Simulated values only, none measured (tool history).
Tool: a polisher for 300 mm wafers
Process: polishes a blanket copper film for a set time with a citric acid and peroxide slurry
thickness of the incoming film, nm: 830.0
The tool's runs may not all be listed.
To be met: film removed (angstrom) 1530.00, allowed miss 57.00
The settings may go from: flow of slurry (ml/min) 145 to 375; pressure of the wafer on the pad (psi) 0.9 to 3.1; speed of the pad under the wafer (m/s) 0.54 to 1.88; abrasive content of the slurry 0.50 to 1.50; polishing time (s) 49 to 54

| run | hour | flow of slurry (ml/min) | pressure of the wafer on the pad (psi) | speed of the pad under the wafer (m/s) | abrasive content of the slurry | polishing time (s) | film removed (angstrom) |
|---|---|---|---|---|---|---|---|
| 1 | 0.0 | 240 | 2.0 | 1.20 | 1.00 | 54 | 934.26 |
| 2 | 2.1 | 240 | 2.4 | 1.20 | 1.00 | 54 | 1094.50 |
| 3 | 11.1 | 240 | 2.5 | 1.22 | 1.00 | 54 | 1166.10 |
| 4 | 18.6 | 240 | 2.5 | 1.22 | 1.00 | 49 | 1042.20 |
| 5 | 26.1 | 240 | 2.5 | 1.22 | 0.80 | 49 | 1005.00 |
| 6 | 28.5 | 240 | 2.6 | 1.26 | 0.80 | 49 | 1093.70 |
| 7 | 33.8 | 240 | 2.7 | 1.28 | 0.80 | 49 | 1152.80 |
| 8 | 41.2 | 240 | 2.8 | 1.30 | 0.80 | 49 | 1194.60 |
| 9 | 45.2 | 240 | 2.9 | 1.34 | 0.80 | 49 | 1275.10 |
| 10 | 51.9 | 240 | 2.9 | 1.36 | 0.80 | 49 | 1307.10 |
| 11 | 56.1 | 240 | 2.9 | 1.38 | 0.80 | 49 | 1302.90 |
| 12 | 58.1 | 240 | 2.9 | 1.40 | 0.80 | 49 | 1329.40 |
| 13 | 59.5 | 240 | 2.9 | 1.42 | 0.80 | 49 | 1351.70 |
| 14 | 60.7 | 240 | 2.9 | 1.44 | 0.80 | 49 | 1367.30 |
| 15 | 67.7 | 240 | 3.0 | 1.46 | 0.80 | 49 | 1413.70 |
| 16 | 76.0 | 240 | 3.0 | 1.48 | 0.80 | 49 | 1443.40 |

5 next moves are on the table. One of them brings every result within its allowed miss. Which?
| A | 84.3 | 230 | 3.1 | 1.48 | 0.85 | 54 | ? |
| B | 84.3 | 195 | 2.6 | 1.70 | 0.75 | 49 | ? |
| C | 84.3 | 225 | 3.1 | 1.54 | 0.75 | 52 | ? |
| D | 84.3 | 200 | 3.0 | 1.66 | 1.00 | 50 | ? |
| E | 84.3 | 300 | 3.1 | 1.48 | 0.75 | 49 | ? |

| move | film removed (angstrom) |
|---|---|
| A | 1664.50 |
| B | 1411.30 |
| C | 1628.00 |
| D | 1690.50 |
| E | 1521.70 |
A: takes the result that was furthest off past its target
B: further off than the last run
C: takes the result that was furthest off past its target
D: takes the result that was furthest off past its target
E: meets every target
The right move is E.
